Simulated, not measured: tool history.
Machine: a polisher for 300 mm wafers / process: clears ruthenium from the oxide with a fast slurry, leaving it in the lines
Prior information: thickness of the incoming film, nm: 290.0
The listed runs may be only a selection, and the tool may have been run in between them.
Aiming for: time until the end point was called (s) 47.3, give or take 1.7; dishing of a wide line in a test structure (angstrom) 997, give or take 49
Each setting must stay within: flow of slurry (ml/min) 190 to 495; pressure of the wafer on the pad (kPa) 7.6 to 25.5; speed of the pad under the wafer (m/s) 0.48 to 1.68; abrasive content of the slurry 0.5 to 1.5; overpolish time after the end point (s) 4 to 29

run	hour	flow of slurry (ml/min)	pressure of the wafer on the pad (kPa)	speed of the pad under the wafer (m/s)	abrasive content of the slurry	overpolish time after the end point (s)	time until the end point was called (s)	dishing of a wide line in a test structure (angstrom)
1	0	320	16.5	1.08	1	15	63.358	515.01
2	1.7	360	16.5	1.08	1	15	61.723	507.29
3	2.3	360	16.5	1.08	1	11	63.256	392.84
4	3.7	290	16.5	1.08	1	11	64.331	384.53
5	11	290	16.5	1.18	1	11	58.039	424.38
6	19.7	365	16.5	1.18	1	11	57.315	420.51
7	25.3	365	17.2	1.18	1	13	55.13	525.07
8	29.8	365	17.9	1.18	1	14	52.185	565.3
9	38.4	365	17.9	1.18	1	15	52.488	600.17
10	39.6	365	17.9	1.18	1	16	52.504	614.24
11	40.3	365	17.9	1.18	1	16	53.585	629.27
12	42.1	365	18.6	1.18	1	17	51.495	677.11
13	46.7	365	18.6	1.18	1	18	50.714	703.16
14	54.8	360	19.3	1.18	1	25	48.39	923.11
15	59.9	360	19.3	1.18	1	25	48.67	934.44
16	60.5	360	19.3	1.18	1	25	48.226	924.86
17	64.6	365	19.3	1.18	1	25	49.274	925.63

Below are 4 possible settings for the next run. Only one of them brings all results inside the allowed miss of their targets. Which is it?
A	68.7	385	17.9	1.14	1.25	27	?	?
B	68.7	245	22.8	1.04	0.95	28	?	?
C	68.7	375	18.6	1.3	1	22	?	?
D	68.7	415	20.7	1.16	0.9	23	?	?

move	time until the end point was called (s)	dishing of a wide line in a test structure (angstrom)
A	48.163	998.31
B	51.17	982.12
C	46.415	888.31
D	49.898	870.63
A: meets every target
B: brings the result that was furthest off to its target, and leaves another outside
C: further off than the last run
D: further off than the last run
Correct choice: A, which meets every target
